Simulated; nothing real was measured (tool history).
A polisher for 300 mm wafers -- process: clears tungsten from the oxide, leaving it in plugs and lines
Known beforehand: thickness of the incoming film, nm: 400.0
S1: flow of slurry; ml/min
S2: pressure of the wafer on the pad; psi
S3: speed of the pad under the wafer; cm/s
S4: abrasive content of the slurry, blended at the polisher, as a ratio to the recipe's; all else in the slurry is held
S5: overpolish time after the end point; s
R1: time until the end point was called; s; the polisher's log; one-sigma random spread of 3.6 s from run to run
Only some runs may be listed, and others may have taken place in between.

run    day   S1   S2  S3    S4  S5      R1
  1  0.000  235  3.3  88  1.00  10  101.36
  2  0.208  235  3.3  88  0.85  10  106.32
  3  0.488  235  3.3  70  0.85  10  130.67
  4  0.779  235  3.3  70  0.85   7  132.99
  5  1.025  235  3.1  70  0.85   7  143.38
  6  1.088  235  3.1  70  0.85  10  139.85
  7  1.158  235  2.1  66  0.85  10  211.86

Run 8 has not been measured yet. What should we expect?
  8  1.512  235  2.2  66  0.85  10   ?

Logged for run 8: R1 206.56 s.

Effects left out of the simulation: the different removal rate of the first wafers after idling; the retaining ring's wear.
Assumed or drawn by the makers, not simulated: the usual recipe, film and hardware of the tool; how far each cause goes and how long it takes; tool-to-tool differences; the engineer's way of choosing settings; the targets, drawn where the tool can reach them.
